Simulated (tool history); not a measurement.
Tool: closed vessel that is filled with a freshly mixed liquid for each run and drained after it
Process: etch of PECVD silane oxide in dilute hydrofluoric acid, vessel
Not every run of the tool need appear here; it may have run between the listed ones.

run,hour,temperature setpoint of the liquid (C),parts of water to one part of 49 % hydrofluoric acid (parts by volume),time in the liquid (s),thickness taken off the PECVD silane oxide on a monitor wafer (angstrom)
1,0.0,23.0,55,85,286.41
2,3.7,22.0,55,85,274.16
3,10.0,22.0,55,85,274.90
4,15.6,22.0,55,95,308.71
5,21.4,21.0,55,95,293.84
6,30.7,21.0,75,95,208.60
7,39.6,20.5,75,95,207.46

Run 8, settings as shown, results not yet in. Your forecast:
8,47.8,20.0,75,95,?

thickness taken off the PECVD silane oxide on a monitor wafer (angstrom): 201.99

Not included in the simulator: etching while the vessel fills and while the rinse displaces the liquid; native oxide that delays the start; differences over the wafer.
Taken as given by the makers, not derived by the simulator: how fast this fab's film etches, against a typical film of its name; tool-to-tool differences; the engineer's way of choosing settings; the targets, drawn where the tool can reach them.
